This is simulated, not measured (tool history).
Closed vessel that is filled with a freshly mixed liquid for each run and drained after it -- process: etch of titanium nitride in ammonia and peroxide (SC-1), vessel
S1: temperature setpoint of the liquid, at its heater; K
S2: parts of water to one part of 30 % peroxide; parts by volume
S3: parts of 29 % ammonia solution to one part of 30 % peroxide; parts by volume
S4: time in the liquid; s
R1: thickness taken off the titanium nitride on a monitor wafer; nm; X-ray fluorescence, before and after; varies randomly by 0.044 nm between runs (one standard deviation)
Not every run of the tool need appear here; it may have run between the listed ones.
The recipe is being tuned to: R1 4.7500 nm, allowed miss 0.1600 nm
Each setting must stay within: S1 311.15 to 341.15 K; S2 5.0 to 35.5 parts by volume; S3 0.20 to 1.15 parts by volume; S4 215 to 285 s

| run | hour | S1 | S2 | S3 | S4 | R1 |
|---|---|---|---|---|---|---|
| 1 | 0.0 | 325.15 | 19.5 | 0.65 | 285 | 8.1669 |
| 2 | 6.9 | 325.15 | 19.5 | 0.55 | 285 | 7.9717 |
| 3 | 14.3 | 324.15 | 19.5 | 0.55 | 285 | 7.3940 |
| 4 | 21.3 | 323.15 | 19.5 | 0.55 | 285 | 6.9875 |
| 5 | 26.0 | 322.15 | 19.5 | 0.55 | 285 | 6.3973 |
| 6 | 28.4 | 322.15 | 23.5 | 0.55 | 285 | 5.7348 |
| 7 | 35.6 | 321.65 | 23.5 | 0.55 | 285 | 5.6834 |
| 8 | 42.2 | 321.15 | 23.5 | 0.55 | 285 | 5.4258 |
| 9 | 49.0 | 320.65 | 23.5 | 0.55 | 285 | 5.2344 |

Of the 4 settings listed for the next run, only one would bring every result within its allowed miss of target. Which one?
| A | 55.8 | 320.65 | 25.5 | 0.45 | 280 | ? |
| B | 55.8 | 321.15 | 27.5 | 0.55 | 285 | ? |
| C | 55.8 | 323.65 | 21.0 | 0.55 | 215 | ? |
| D | 55.8 | 323.15 | 26.5 | 0.55 | 255 | ? |

| move | R1 |
|---|---|
| A | 4.7607 |
| B | 4.9955 |
| C | 5.2261 |
| D | 5.2517 |
A: in spec on every target
B: better than the last run, though not everything is in spec
C: about as far from the targets as the last run
D: about as far from the targets as the last run
So the answer is move A, the one that meets all the targets.

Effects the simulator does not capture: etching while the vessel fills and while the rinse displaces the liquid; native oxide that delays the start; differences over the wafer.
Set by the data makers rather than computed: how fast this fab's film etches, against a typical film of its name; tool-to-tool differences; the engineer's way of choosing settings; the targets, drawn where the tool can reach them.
